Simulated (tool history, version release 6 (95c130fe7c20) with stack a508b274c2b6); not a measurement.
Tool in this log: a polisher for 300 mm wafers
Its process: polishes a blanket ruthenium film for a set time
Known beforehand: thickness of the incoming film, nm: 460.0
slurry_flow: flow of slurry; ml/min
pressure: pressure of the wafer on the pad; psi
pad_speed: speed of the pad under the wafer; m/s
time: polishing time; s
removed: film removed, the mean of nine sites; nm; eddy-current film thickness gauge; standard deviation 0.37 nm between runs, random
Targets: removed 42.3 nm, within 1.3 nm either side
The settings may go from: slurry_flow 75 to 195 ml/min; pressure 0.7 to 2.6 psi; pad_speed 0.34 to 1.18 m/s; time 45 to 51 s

{"run": 1, "hour": 0.0, "slurry_flow": 125, "pressure": 1.6, "pad_speed": 0.76, "time": 51, "removed": 29.382}
{"run": 2, "hour": 4.8, "slurry_flow": 125, "pressure": 1.3, "pad_speed": 0.76, "time": 51, "removed": 23.939}
{"run": 3, "hour": 13.5, "slurry_flow": 130, "pressure": 1.5, "pad_speed": 0.76, "time": 51, "removed": 27.518}
{"run": 4, "hour": 17.9, "slurry_flow": 135, "pressure": 1.6, "pad_speed": 0.76, "time": 51, "removed": 29.398}
{"run": 5, "hour": 23.2, "slurry_flow": 135, "pressure": 1.6, "pad_speed": 0.76, "time": 51, "removed": 29.395}
{"run": 6, "hour": 26.1, "slurry_flow": 135, "pressure": 1.6, "pad_speed": 0.84, "time": 51, "removed": 31.326}
{"run": 7, "hour": 29.0, "slurry_flow": 135, "pressure": 1.7, "pad_speed": 0.84, "time": 51, "removed": 33.532}
{"run": 8, "hour": 32.2, "slurry_flow": 135, "pressure": 1.8, "pad_speed": 0.84, "time": 51, "removed": 34.641}
{"run": 9, "hour": 38.3, "slurry_flow": 140, "pressure": 1.9, "pad_speed": 0.84, "time": 51, "removed": 37.647}
{"run": 10, "hour": 41.9, "slurry_flow": 145, "pressure": 2, "pad_speed": 0.84, "time": 51, "removed": 39.955}
{"run": 11, "hour": 50.6, "slurry_flow": 150, "pressure": 2, "pad_speed": 0.84, "time": 51, "removed": 39.358}

Next run, 5 choices. One meets every target within its allowed miss, the rest don't. Which?
{"run": "A", "hour": 59.3, "slurry_flow": 115, "pressure": 1.9, "pad_speed": 0.96, "time": 48, "removed": "?"}
{"run": "B", "hour": 59.3, "slurry_flow": 135, "pressure": 2.5, "pad_speed": 0.6, "time": 46, "removed": "?"}
{"run": "C", "hour": 59.3, "slurry_flow": 145, "pressure": 1.8, "pad_speed": 0.9, "time": 51, "removed": "?"}
{"run": "D", "hour": 59.3, "slurry_flow": 140, "pressure": 2.6, "pad_speed": 0.58, "time": 47, "removed": "?"}
{"run": "E", "hour": 59.3, "slurry_flow": 155, "pressure": 2.2, "pad_speed": 0.86, "time": 49, "removed": "?"}

move=A removed=36.882
move=B removed=35.489
move=C removed=37.237
move=D removed=37.209
move=E removed=42.702
A: misses by more than the last run did
B: misses by more than the last run did
C: misses by more than the last run did
D: misses by more than the last run did
E: meets every target
So the answer is move E, the one that meets all the targets.
